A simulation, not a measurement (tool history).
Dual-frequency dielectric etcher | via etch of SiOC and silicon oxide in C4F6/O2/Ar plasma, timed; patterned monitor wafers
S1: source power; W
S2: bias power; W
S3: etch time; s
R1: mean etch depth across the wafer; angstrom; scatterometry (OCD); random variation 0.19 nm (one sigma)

run 1 hour=0 | S1=470 S2=130 S3=52.5 | R1=581.13
run 2 hour=7.3 | S1=510 S2=134 S3=52.5 | R1=607.37
run 3 hour=11 | S1=510 S2=134 S3=47.5 | R1=549.32
run 4 hour=16.6 | S1=540 S2=145 S3=49 | R1=594.54
run 5 hour=18.6 | S1=540 S2=132 S3=49 | R1=580.39
run 6 hour=20.6 | S1=540 S2=132 S3=47.5 | R1=561.64
run 7 hour=26.1 | S1=560 S2=144 S3=48.5 | R1=599.85
run 8 hour=31.5 | S1=580 S2=150 S3=49 | R1=617.8

Expected results for the next run?
run 9 hour=34.3 | S1=580 S2=150 S3=49 | R1=?

{"run 9": {"R1": 616.8}}

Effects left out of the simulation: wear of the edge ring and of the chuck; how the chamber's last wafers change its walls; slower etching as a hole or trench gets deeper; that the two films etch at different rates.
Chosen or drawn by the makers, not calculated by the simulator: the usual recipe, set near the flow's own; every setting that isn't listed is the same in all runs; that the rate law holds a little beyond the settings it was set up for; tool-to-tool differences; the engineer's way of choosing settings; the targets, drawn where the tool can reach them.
